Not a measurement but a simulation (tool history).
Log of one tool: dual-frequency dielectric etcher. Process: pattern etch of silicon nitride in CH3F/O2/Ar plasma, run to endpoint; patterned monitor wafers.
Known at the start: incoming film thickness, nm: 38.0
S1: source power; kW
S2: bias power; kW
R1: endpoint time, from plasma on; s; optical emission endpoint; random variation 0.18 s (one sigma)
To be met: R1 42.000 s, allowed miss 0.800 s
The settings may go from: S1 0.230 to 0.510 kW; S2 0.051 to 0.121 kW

Run 1, hour 0.0: S1 0.370 kW, S2 0.086 kW. Result: R1 50.039 s.
Run 2, hour 4.4: S1 0.370 kW, S2 0.077 kW. Result: R1 52.380 s.
Run 3, hour 9.4: S1 0.320 kW, S2 0.077 kW. Result: R1 54.699 s.
Run 4, hour 16.1: S1 0.360 kW, S2 0.083 kW. Result: R1 51.163 s.
Run 5, hour 17.0: S1 0.390 kW, S2 0.087 kW. Result: R1 49.139 s.
Run 6, hour 17.8: S1 0.390 kW, S2 0.093 kW. Result: R1 47.872 s.
Run 7, hour 21.6: S1 0.410 kW, S2 0.095 kW. Result: R1 46.544 s.
Run 8, hour 22.6: S1 0.430 kW, S2 0.097 kW. Result: R1 45.198 s.
Run 9, hour 26.3: S1 0.450 kW, S2 0.098 kW. Result: R1 44.506 s.
Run 10, hour 33.7: S1 0.460 kW, S2 0.099 kW. Result: R1 43.530 s.
Run 11, hour 37.0: S1 0.470 kW, S2 0.099 kW. Result: R1 43.685 s.

5 next moves are on the table. One of them brings every result within its allowed miss. Which?
Run A, hour 40.3: S1 0.450 kW, S2 0.112 kW. Result: R1 ?.
Run B, hour 40.3: S1 0.480 kW, S2 0.094 kW. Result: R1 ?.
Run C, hour 40.3: S1 0.480 kW, S2 0.090 kW. Result: R1 ?.
Run D, hour 40.3: S1 0.430 kW, S2 0.096 kW. Result: R1 ?.
Run E, hour 40.3: S1 0.510 kW, S2 0.112 kW. Result: R1 ?.

move      R1
   A  41.839
   B  44.005
   C  44.804
   D  45.350
   E  40.043
A: meets every target
B: further off than the last run
C: further off than the last run
D: further off than the last run
E: takes the result that was furthest off past its target
Move A is the one to make.

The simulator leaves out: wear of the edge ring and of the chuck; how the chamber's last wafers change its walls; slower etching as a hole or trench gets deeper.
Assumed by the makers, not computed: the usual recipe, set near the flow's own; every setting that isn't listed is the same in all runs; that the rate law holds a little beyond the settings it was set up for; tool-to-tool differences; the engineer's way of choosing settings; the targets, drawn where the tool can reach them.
